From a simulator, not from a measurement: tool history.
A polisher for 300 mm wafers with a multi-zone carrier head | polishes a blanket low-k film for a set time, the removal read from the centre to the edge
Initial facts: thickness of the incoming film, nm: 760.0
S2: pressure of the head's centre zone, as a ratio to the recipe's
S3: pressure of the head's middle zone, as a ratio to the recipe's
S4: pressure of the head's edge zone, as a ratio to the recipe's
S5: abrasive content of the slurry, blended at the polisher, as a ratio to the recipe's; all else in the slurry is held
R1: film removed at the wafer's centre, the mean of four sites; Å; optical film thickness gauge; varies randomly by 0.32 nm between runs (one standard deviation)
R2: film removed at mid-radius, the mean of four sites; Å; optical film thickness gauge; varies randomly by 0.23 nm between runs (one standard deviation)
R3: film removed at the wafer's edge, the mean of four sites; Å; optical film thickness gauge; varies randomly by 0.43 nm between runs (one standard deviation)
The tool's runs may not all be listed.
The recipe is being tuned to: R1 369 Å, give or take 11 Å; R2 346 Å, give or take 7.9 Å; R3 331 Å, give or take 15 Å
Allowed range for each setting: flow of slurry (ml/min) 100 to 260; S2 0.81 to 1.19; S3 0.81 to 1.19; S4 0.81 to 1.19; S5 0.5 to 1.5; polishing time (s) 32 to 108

Run 1, day 0: flow of slurry (ml/min) 165, S2 1, S3 1, S4 1, S5 1, polishing time (s) 70. Result: R1 295.61 Å, R2 270.6 Å, R3 266.48 Å.
Run 2, day 0.121: flow of slurry (ml/min) 165, S2 1, S3 1, S4 1, S5 0.9, polishing time (s) 70. Result: R1 277.95 Å, R2 252.89 Å, R3 249.56 Å.
Run 3, day 0.325: flow of slurry (ml/min) 165, S2 1, S3 0.97, S4 1, S5 0.9, polishing time (s) 70. Result: R1 274.16 Å, R2 247.59 Å, R3 247.57 Å.
Run 4, day 0.658: flow of slurry (ml/min) 180, S2 1.02, S3 1.03, S4 1.05, S5 0.95, polishing time (s) 70. Result: R1 296.61 Å, R2 275.81 Å, R3 268.05 Å.
Run 5, day 0.692: flow of slurry (ml/min) 180, S2 0.99, S3 1.03, S4 1.05, S5 0.95, polishing time (s) 70. Result: R1 290.03 Å, R2 269.96 Å, R3 273.02 Å.
At day 0.829: centre zone pressure recalibrated.
Run 6, day 0.829: flow of slurry (ml/min) 180, S2 0.99, S3 1.03, S4 1.05, S5 0.95, polishing time (s) 60. Result: R1 229.11 Å, R2 233.62 Å, R3 225.36 Å.
Run 7, day 0.912: flow of slurry (ml/min) 190, S2 1.03, S3 1.05, S4 1.09, S5 1.1, polishing time (s) 60. Result: R1 266.48 Å, R2 262.42 Å, R3 256.21 Å.
Run 8, day 0.983: flow of slurry (ml/min) 200, S2 1.07, S3 1.07, S4 1.12, S5 1.2, polishing time (s) 60. Result: R1 294.74 Å, R2 281.27 Å, R3 281.23 Å.

Consider the 4 candidate settings below. Which is the only one whose results all fall within their allowed miss of target?
Run A, day 1.054: flow of slurry (ml/min) 175, S2 1.19, S3 0.88, S4 1.14, S5 1.2, polishing time (s) 79. Result: R1 ?, R2 ?, R3 ?.
Run B, day 1.054: flow of slurry (ml/min) 260, S2 1.12, S3 1.14, S4 1.06, S5 1.15, polishing time (s) 77. Result: R1 ?, R2 ?, R3 ?.
Run C, day 1.054: flow of slurry (ml/min) 210, S2 1.12, S3 1.09, S4 1.11, S5 1.3, polishing time (s) 69. Result: R1 ?, R2 ?, R3 ?.
Run D, day 1.054: flow of slurry (ml/min) 245, S2 1.06, S3 1.19, S4 0.97, S5 1.3, polishing time (s) 70. Result: R1 ?, R2 ?, R3 ?.

move      R1      R2      R3
   A  416.83  310.88     367
   B   396.2  388.01  348.72
   C  368.03  347.89  334.97
   D  361.04  388.16  322.15
A: closer than the last run, but not yet in spec
B: takes the biggest miss from the last run beyond its target
C: every result lands within tolerance
D: takes the biggest miss from the last run beyond its target
The right move is C.

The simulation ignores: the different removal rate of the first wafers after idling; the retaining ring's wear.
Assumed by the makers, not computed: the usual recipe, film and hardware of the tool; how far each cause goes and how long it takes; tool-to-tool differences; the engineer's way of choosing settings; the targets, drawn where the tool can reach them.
